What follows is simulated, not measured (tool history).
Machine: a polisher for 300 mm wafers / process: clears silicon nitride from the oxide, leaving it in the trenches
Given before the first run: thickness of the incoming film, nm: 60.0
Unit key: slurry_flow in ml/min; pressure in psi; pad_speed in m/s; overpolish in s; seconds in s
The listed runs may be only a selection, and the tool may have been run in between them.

Run 1, day 0: slurry_flow 140 ml/min, pressure 2.1 psi, pad_speed 1 m/s, overpolish 41 s. Result: seconds 71.913 s.
Run 2, day 0.321: slurry_flow 145 ml/min, pressure 2.3 psi, pad_speed 1 m/s, overpolish 41 s. Result: seconds 65.779 s.
Run 3, day 0.362: slurry_flow 145 ml/min, pressure 2.6 psi, pad_speed 1 m/s, overpolish 41 s. Result: seconds 57.446 s.
Run 4, day 0.475: slurry_flow 150 ml/min, pressure 2.7 psi, pad_speed 1 m/s, overpolish 41 s. Result: seconds 54.53 s.
Run 5, day 0.725: slurry_flow 150 ml/min, pressure 2.7 psi, pad_speed 1 m/s, overpolish 41 s. Result: seconds 55.461 s.
Run 6, day 0.892: slurry_flow 150 ml/min, pressure 2.8 psi, pad_speed 1 m/s, overpolish 41 s. Result: seconds 51.911 s.
Run 7, day 0.983: slurry_flow 150 ml/min, pressure 2.8 psi, pad_speed 1 m/s, overpolish 41 s. Result: seconds 52.826 s.
Run 8, day 1.296: slurry_flow 155 ml/min, pressure 2.8 psi, pad_speed 1 m/s, overpolish 41 s. Result: seconds 51.834 s.

Run 9 is up next; what results do you expect?
Run 9, day 1.388: slurry_flow 160 ml/min, pressure 2.8 psi, pad_speed 1 m/s, overpolish 41 s. Result: seconds ?.

{"run 9": {"seconds": 53.015}}
